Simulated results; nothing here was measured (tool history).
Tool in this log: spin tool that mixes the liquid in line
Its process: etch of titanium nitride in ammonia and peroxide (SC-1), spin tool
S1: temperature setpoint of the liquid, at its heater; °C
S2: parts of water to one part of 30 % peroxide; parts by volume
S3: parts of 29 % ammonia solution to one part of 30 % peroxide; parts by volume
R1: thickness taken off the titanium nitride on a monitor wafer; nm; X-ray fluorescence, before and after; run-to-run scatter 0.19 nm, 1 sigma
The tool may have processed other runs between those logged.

{"run": 1, "day": 0.0, "S1": 49.0, "S2": 20.0, "S3": 0.5, "time under the liquid (s)": 260, "R1": 7.0332}
{"run": 2, "day": 0.25, "S1": 54.5, "S2": 20.0, "S3": 0.5, "time under the liquid (s)": 260, "R1": 10.136}
{"run": 3, "day": 0.588, "S1": 55.5, "S2": 19.5, "S3": 0.5, "time under the liquid (s)": 260, "R1": 11.009}
{"run": 4, "day": 0.958, "S1": 55.5, "S2": 19.5, "S3": 0.5, "time under the liquid (s)": 280, "R1": 11.915}
{"run": 5, "day": 1.179, "S1": 56.5, "S2": 19.0, "S3": 0.5, "time under the liquid (s)": 280, "R1": 12.726}
{"run": 6, "day": 1.458, "S1": 56.5, "S2": 19.0, "S3": 0.5, "time under the liquid (s)": 260, "R1": 11.933}
{"run": 7, "day": 1.646, "S1": 57.5, "S2": 18.5, "S3": 0.5, "time under the liquid (s)": 260, "R1": 12.851}
{"run": 8, "day": 1.825, "S1": 58.5, "S2": 18.0, "S3": 0.5, "time under the liquid (s)": 260, "R1": 13.858}
{"run": 9, "day": 1.879, "S1": 59.0, "S2": 17.5, "S3": 0.5, "time under the liquid (s)": 260, "R1": 14.643}

Run 10, settings as shown, results not yet in. Your forecast:
{"run": 10, "day": 2.246, "S1": 59.5, "S2": 17.0, "S3": 0.5, "time under the liquid (s)": 260, "R1": "?"}

R1: 15.4670 nm
